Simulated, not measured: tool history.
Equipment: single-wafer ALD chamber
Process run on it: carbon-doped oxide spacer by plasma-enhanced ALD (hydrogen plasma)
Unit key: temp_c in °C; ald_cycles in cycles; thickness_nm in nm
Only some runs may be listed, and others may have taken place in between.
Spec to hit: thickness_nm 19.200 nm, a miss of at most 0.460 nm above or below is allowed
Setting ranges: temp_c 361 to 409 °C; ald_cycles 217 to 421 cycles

{"run": 1, "hour": 0.0, "temp_c": 385, "ald_cycles": 319, "thickness_nm": 16.116}
{"run": 2, "hour": 7.6, "temp_c": 385, "ald_cycles": 280, "thickness_nm": 14.139}
{"run": 3, "hour": 16.5, "temp_c": 391, "ald_cycles": 280, "thickness_nm": 14.108}
{"run": 4, "hour": 19.4, "temp_c": 391, "ald_cycles": 293, "thickness_nm": 14.702}
{"run": 5, "hour": 21.8, "temp_c": 391, "ald_cycles": 269, "thickness_nm": 13.499}
{"run": 6, "hour": 27.7, "temp_c": 391, "ald_cycles": 283, "thickness_nm": 14.212}
{"run": 7, "hour": 34.5, "temp_c": 391, "ald_cycles": 334, "thickness_nm": 16.861}
{"run": 8, "hour": 40.1, "temp_c": 391, "ald_cycles": 340, "thickness_nm": 17.117}
{"run": 9, "hour": 45.3, "temp_c": 391, "ald_cycles": 345, "thickness_nm": 17.379}
{"run": 10, "hour": 50.6, "temp_c": 391, "ald_cycles": 349, "thickness_nm": 17.413}

Exactly one of the 4 candidate moves below puts every result within its allowed miss. Which one?
{"run": "A", "hour": 55.9, "temp_c": 396, "ald_cycles": 379, "thickness_nm": "?"}
{"run": "B", "hour": 55.9, "temp_c": 386, "ald_cycles": 313, "thickness_nm": "?"}
{"run": "C", "hour": 55.9, "temp_c": 396, "ald_cycles": 342, "thickness_nm": "?"}
{"run": "D", "hour": 55.9, "temp_c": 393, "ald_cycles": 323, "thickness_nm": "?"}

move=A thickness_nm=19.045
move=B thickness_nm=15.728
move=C thickness_nm=17.185
move=D thickness_nm=16.231
A: meets every target
B: further off than the last run
C: further off than the last run
D: further off than the last run
Move A is the one to make.

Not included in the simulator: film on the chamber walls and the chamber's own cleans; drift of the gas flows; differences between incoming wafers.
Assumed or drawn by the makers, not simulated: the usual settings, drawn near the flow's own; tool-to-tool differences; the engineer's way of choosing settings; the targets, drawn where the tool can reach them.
